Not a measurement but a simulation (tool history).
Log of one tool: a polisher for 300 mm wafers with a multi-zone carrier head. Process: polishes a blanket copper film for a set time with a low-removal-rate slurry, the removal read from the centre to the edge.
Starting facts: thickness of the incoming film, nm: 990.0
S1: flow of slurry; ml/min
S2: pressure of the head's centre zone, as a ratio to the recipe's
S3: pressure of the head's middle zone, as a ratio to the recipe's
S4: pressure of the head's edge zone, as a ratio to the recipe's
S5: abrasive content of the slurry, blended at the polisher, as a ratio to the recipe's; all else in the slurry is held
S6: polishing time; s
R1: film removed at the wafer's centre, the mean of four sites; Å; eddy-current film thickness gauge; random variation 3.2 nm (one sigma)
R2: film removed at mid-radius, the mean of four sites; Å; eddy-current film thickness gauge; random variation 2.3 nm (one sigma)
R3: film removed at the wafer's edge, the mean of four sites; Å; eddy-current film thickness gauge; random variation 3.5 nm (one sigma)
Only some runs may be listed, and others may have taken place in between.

| run | hour | S1 | S2 | S3 | S4 | S5 | S6 | R1 | R2 | R3 |
|---|---|---|---|---|---|---|---|---|---|---|
| 1 | 0 | 220 | 1 | 1 | 1 | 1 | 46 | 1654.4 | 1684.4 | 1656 |
| 2 | 7.5 | 220 | 1 | 1 | 1 | 1.2 | 46 | 1732.7 | 1743.6 | 1737.2 |
| 3 | 14.6 | 270 | 1 | 1 | 1 | 1.2 | 46 | 1733.1 | 1778.3 | 1782.7 |
| 4 | 19.6 | 275 | 1.05 | 1.01 | 1.03 | 1.3 | 50 | 2044.6 | 1991 | 2019.3 |
| 5 | 22.7 | 325 | 1.05 | 1.01 | 1.03 | 1.3 | 50 | 2039.8 | 2035.3 | 2065.7 |
| 6 | 26.1 | 325 | 1.05 | 1.01 | 1.03 | 1.2 | 50 | 2022.6 | 2008.6 | 1991.6 |
| 7 | 33.2 | 320 | 1.08 | 1.01 | 1.05 | 1.3 | 52 | 2189.6 | 2064.1 | 2089.8 |
| 8 | 34 | 315 | 1.11 | 1.02 | 1.12 | 1.5 | 61 | 2666.9 | 2487.1 | 2689.4 |

The next listed run, before its measurement:
| 9 | 35.5 | 315 | 1.12 | 1.02 | 1.11 | 1.45 | 61 | ? | ? | ? |

{"run 9": {"R1": 2650.3, "R2": 2471.8, "R3": 2598.6}}
